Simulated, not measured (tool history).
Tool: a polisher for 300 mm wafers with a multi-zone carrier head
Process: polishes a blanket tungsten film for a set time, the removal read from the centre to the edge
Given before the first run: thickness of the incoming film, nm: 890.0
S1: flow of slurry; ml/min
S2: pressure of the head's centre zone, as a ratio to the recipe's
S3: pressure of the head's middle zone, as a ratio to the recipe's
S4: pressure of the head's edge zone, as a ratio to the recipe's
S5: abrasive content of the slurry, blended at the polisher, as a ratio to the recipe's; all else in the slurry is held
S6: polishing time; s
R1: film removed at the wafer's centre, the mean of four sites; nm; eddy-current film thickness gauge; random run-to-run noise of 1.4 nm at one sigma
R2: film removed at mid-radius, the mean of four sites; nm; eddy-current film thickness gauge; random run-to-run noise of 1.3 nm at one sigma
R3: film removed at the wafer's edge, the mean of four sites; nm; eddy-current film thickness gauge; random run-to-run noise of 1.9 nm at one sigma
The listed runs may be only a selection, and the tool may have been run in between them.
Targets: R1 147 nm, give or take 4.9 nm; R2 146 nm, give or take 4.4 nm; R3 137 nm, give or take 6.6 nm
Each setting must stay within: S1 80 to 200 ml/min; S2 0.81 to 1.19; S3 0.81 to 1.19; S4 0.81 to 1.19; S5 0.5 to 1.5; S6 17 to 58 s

run	hour	S1	S2	S3	S4	S5	S6	R1	R2	R3
1	0	130	1	1	1	1	37	122.14	122.66	120.28
2	4.7	130	1	1	1	0.95	37	123.04	120.59	119.05
3	7	130	0.95	1	1	0.95	37	118.24	118.01	121.61
4	14.2	130	0.95	1	1	0.8	37	112.2	116.22	114.42
5	22.9	130	0.95	0.95	1	0.8	37	108.91	109.87	110.27
6	29.3	130	0.95	0.95	0.94	0.8	37	110.72	108.23	108.78
7	31.1	140	0.97	0.97	0.96	0.85	37	117.85	114.97	114.24
8	32.4	175	1.06	1.07	1.06	1	37	137.94	133.38	128.48
9	35.4	175	1.06	1.08	1.07	1	37	139.7	135.37	127.86
10	40.9	175	1.06	1.09	1.08	1	37	138.92	139.12	127.51
11	47.8	175	1.06	1.09	1.09	1.05	37	141.98	139.57	131.83

Which single option among these 4 for the next run brings every result within its allowed miss of target? Just one does.
A	54.7	180	0.96	1.09	1.02	1.35	37	?	?	?
B	54.7	160	1.1	1.14	1.15	1.15	37	?	?	?
C	54.7	180	1.15	1.08	1.05	0.95	37	?	?	?
D	54.7	160	1.04	1	1.15	1.15	36	?	?	?

move	R1	R2	R3
A	136.09	148.68	138.09
B	146.66	145.36	138.77
C	149.58	135.04	128.39
D	134.73	126.52	135.27
A: brings the last run's worst result on target, with another outside its allowed miss
B: all results land within tolerance of their targets
C: the biggest miss grows against the last run
D: the biggest miss grows against the last run
B meets every target.
